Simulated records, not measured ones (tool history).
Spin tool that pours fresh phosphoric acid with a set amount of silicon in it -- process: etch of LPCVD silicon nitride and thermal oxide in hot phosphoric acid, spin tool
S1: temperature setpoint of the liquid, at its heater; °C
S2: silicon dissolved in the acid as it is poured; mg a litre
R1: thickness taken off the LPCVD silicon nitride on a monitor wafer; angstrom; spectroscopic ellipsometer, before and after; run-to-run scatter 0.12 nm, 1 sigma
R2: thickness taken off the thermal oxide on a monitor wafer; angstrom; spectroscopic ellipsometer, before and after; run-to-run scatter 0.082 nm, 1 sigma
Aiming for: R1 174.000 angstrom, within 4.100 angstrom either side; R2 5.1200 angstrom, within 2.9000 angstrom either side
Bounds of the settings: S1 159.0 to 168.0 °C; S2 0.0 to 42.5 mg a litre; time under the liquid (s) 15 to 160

run 1 hour=0.0 | S1=164.0 S2=18.5 time_under_the_liquid_(s)=80 | R1=91.803 R2=1.3322
run 2 hour=6.7 | S1=165.0 S2=14.5 time_under_the_liquid_(s)=90 | R1=109.830 R2=2.1688
run 3 hour=14.6 | S1=165.5 S2=14.0 time_under_the_liquid_(s)=95 | R1=114.820 R2=2.2697
run 4 hour=18.0 | S1=165.5 S2=4.0 time_under_the_liquid_(s)=95 | R1=116.600 R2=3.5940
run 5 hour=21.6 | S1=166.0 S2=5.0 time_under_the_liquid_(s)=100 | R1=122.600 R2=3.8634
run 6 hour=22.8 | S1=167.0 S2=5.0 time_under_the_liquid_(s)=100 | R1=127.230 R2=3.5784
run 7 hour=26.0 | S1=167.0 S2=5.0 time_under_the_liquid_(s)=105 | R1=135.220 R2=5.8207
run 8 hour=29.9 | S1=167.0 S2=5.0 time_under_the_liquid_(s)=105 | R1=135.460 R2=4.3851
run 9 hour=36.2 | S1=167.0 S2=6.0 time_under_the_liquid_(s)=110 | R1=141.650 R2=4.0503
run 10 hour=40.2 | S1=167.0 S2=5.5 time_under_the_liquid_(s)=115 | R1=147.480 R2=3.7702
run 11 hour=44.8 | S1=167.0 S2=5.5 time_under_the_liquid_(s)=115 | R1=147.270 R2=5.2544
run 12 hour=48.9 | S1=167.0 S2=7.5 time_under_the_liquid_(s)=120 | R1=154.210 R2=3.9784
run 13 hour=53.5 | S1=167.0 S2=7.0 time_under_the_liquid_(s)=120 | R1=155.210 R2=4.7292
run 14 hour=58.9 | S1=167.0 S2=7.5 time_under_the_liquid_(s)=120 | R1=154.470 R2=5.5411
run 15 hour=62.0 | S1=167.0 S2=10.0 time_under_the_liquid_(s)=125 | R1=160.880 R2=3.5460

Which one of the following 5 next-run settings gets every result inside its allowed miss? There is exactly one.
run A hour=65.1 | S1=165.5 S2=3.0 time_under_the_liquid_(s)=150 | R1=? R2=?
run B hour=65.1 | S1=164.5 S2=8.5 time_under_the_liquid_(s)=155 | R1=? R2=?
run C hour=65.1 | S1=167.0 S2=10.5 time_under_the_liquid_(s)=135 | R1=? R2=?
run D hour=65.1 | S1=167.5 S2=2.0 time_under_the_liquid_(s)=125 | R1=? R2=?
run E hour=65.1 | S1=167.0 S2=3.0 time_under_the_liquid_(s)=120 | R1=? R2=?

move=A R1=184.230 R2=3.9011
move=B R1=184.230 R2=3.3530
move=C R1=174.130 R2=3.3473
move=D R1=163.870 R2=3.8261
move=E R1=154.780 R2=3.4769
A: the result that was furthest off in the last run now lies on the other side of its target
B: the result that was furthest off in the last run now lies on the other side of its target
C: every result within its allowed miss
D: closes in on the targets versus the last run, not all within tolerance yet
E: moves away from the targets compared with the last run
Move C is the one to make.
